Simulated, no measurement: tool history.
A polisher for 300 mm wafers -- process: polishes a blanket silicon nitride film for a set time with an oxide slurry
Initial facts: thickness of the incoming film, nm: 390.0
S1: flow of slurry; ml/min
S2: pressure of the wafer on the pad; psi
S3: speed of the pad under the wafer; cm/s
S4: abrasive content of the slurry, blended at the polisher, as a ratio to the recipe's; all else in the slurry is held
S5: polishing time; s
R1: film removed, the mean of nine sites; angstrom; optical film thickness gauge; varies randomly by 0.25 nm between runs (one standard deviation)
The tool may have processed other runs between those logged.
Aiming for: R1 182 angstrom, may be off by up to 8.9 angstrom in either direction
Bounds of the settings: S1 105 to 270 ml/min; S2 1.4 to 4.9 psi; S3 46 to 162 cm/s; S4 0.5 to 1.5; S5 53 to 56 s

run  hour   S1   S2   S3  S4  S5      R1
  1     0  175  3.1  104   1  53  269.53
  2   4.4  175  3.1  104   1  56  293.66
  3     5  175  2.9  104   1  56  274.06
  4     9  175  3.5  104   1  56  324.73
  5  15.5  175  3.5  122   1  56  376.58
  6  20.1  175  3.5  134   1  56  397.84
  7  24.9  175  3.1  130   1  56  343.48
  8  30.2  175  2.8  128   1  56  305.86
  9  34.4  175  2.6  126   1  56  291.21
 10    39  175  2.4  124   1  56  266.73

Below are 4 possible settings for the next run. Only one of them brings all results inside the allowed miss of their targets. Which is it?
  A  43.6  180  2.6  140   1.1  56   ?
  B  43.6  155  1.9   82  0.95  53   ?
  C  43.6  160    2  116  0.85  53   ?
  D  43.6  155  3.1  160  1.05  56   ?

move      R1
   A  324.92
   B  140.48
   C  184.97
   D  409.36
A: the biggest miss grows against the last run
B: the result that was furthest off in the last run now lies on the other side of its target
C: meets every target
D: the biggest miss grows against the last run
Correct choice: C, which meets every target
